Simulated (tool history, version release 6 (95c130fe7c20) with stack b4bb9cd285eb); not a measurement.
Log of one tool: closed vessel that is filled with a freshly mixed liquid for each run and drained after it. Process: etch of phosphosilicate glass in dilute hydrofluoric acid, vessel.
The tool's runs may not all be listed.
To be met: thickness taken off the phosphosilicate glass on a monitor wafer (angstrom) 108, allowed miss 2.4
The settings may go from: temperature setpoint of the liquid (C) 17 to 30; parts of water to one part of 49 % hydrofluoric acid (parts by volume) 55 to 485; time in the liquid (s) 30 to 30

run    day  temperature setpoint of the liquid (C)  parts of water to one part of 49 % hydrofluoric acid (parts by volume)  time in the liquid (s)  thickness taken off the phosphosilicate glass on a monitor wafer (angstrom)
  1      0                                      22                                                                     270                      30                                                                       133.92
  2  0.183                                      21                                                                     270                      30                                                                       129.87
  3  0.567                                      21                                                                     220                      30                                                                       165.83
  4  0.762                                      20                                                                     235                      30                                                                          149
  5  0.904                                    19.5                                                                     245                      30                                                                        138.8
  6  1.062                                      19                                                                     250                      30                                                                       131.92
  7  1.183                                      19                                                                     250                      30                                                                       130.91
  8  1.421                                    18.5                                                                     255                      30                                                                       127.68
  9  1.808                                      18                                                                     260                      30                                                                       120.53
 10  1.862                                      18                                                                     265                      30                                                                       118.29
 11  2.012                                    17.5                                                                     270                      30                                                                       112.33
 12  2.333                                      17                                                                     270                      30                                                                       111.73

Which of these 5 next moves meets every target?
  A  2.654                                    17.5                                                                     260                      30                                                                            ?
  B  2.654                                      17                                                                     275                      30                                                                            ?
  C  2.654                                      17                                                                     290                      30                                                                            ?
  D  2.654                                      17                                                                     285                      30                                                                            ?
  E  2.654                                      23                                                                     345                      30                                                                            ?

move  thickness taken off the phosphosilicate glass on a monitor wafer (angstrom)
   A                                                                       119.22
   B                                                                       109.15
   C                                                                       102.19
   D                                                                       104.43
   E                                                                       101.68
A: further off than the last run
B: meets every target
C: takes the result that was furthest off past its target
D: takes the result that was furthest off past its target
E: takes the result that was furthest off past its target
Move B is the one to make.
